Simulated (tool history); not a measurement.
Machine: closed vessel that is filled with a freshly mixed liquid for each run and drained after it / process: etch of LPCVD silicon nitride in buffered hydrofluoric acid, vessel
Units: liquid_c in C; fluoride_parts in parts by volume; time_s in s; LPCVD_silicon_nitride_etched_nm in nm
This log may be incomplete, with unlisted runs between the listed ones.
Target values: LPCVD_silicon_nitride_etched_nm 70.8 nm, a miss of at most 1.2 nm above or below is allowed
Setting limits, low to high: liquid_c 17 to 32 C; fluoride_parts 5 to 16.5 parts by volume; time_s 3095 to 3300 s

run,hour,liquid_c,fluoride_parts,time_s,LPCVD_silicon_nitride_etched_nm
1,0,25,10,3095,47.359
2,8.4,26,10,3095,49.66
3,15.4,26,10,3300,53.434
4,18.7,26,10,3095,50.038
5,20.1,26.5,10,3095,51.014
6,23.7,24.5,10,3095,46.187
7,25.4,25.5,10,3095,48.338
8,26.8,29.5,9,3095,66.123
9,32.3,30,9,3095,68.364

Of the 5 settings listed for the next run, only one would bring every result within its allowed miss of target. Which one?
A,37.8,32,10.5,3220,?
B,37.8,29,8.5,3115,?
C,37.8,30.5,9.5,3215,?
D,37.8,29.5,9,3275,?
E,37.8,31,9.5,3115,?

move,LPCVD_silicon_nitride_etched_nm
A,68.048
B,68.049
C,69.265
D,70.569
E,68.885
A: further off than the last run
B: further off than the last run
C: moves toward the targets from the last run without getting all of them in spec
D: every result within its allowed miss
E: moves toward the targets from the last run without getting all of them in spec
D meets every target.

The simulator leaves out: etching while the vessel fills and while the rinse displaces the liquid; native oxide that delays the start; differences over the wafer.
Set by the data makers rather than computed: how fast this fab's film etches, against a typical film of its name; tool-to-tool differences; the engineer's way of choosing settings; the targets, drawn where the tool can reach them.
